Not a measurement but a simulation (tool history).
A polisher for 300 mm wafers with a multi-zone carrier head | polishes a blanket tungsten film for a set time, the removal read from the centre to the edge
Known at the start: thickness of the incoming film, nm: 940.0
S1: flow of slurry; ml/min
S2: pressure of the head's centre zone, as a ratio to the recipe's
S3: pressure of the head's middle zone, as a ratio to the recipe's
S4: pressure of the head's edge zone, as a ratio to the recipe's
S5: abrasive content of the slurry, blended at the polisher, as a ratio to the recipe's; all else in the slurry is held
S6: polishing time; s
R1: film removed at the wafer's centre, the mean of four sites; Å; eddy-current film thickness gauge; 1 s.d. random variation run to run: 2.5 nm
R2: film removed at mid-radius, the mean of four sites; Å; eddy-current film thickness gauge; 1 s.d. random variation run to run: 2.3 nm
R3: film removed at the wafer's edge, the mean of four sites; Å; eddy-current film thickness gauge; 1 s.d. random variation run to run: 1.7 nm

run	day	S1	S2	S3	S4	S5	S6	R1	R2	R3
1	0.000	270	1.00	1.00	1.00	1.00	40	1667.0	1794.2	1767.1
2	0.321	270	1.00	1.00	0.92	1.00	40	1644.2	1775.0	1701.3
3	0.508	270	1.00	1.00	0.92	1.00	47	1919.4	2099.4	2011.0
4	0.583	270	1.00	1.00	0.92	1.00	44	1825.3	1969.9	1854.2
5	0.854	270	1.00	1.00	0.92	0.90	44	1734.6	1924.8	1775.0
6	0.896	270	1.00	1.00	0.89	0.90	44	1754.3	1927.8	1768.6
7	1.254	275	1.03	0.98	0.94	0.95	44	1866.0	1882.7	1878.8
8	1.283	285	1.05	0.98	0.97	0.95	44	1882.5	1913.1	1877.0
9	1.600	285	1.07	0.96	1.00	1.00	44	1969.1	1935.7	1967.3
10	1.800	285	1.09	0.94	1.02	1.00	44	1974.9	1864.0	1973.0
11	2.121	290	1.11	0.93	1.04	1.05	44	2060.5	1940.2	2002.6
12	2.267	295	1.13	0.91	1.07	1.05	44	2103.6	1875.9	2053.8
13	2.479	295	1.13	0.91	1.07	1.05	44	2106.4	1891.8	2045.6
14	2.762	300	1.14	0.90	1.09	1.05	44	2144.0	1849.7	2064.4

For run 15, what comes out?
# day 2.983: centre zone pressure recalibrated
15	2.983	305	1.15	0.90	1.11	1.05	44	?	?	?

{"run 15": {"R1": 2332.5, "R2": 1832.5, "R3": 2079.5}}
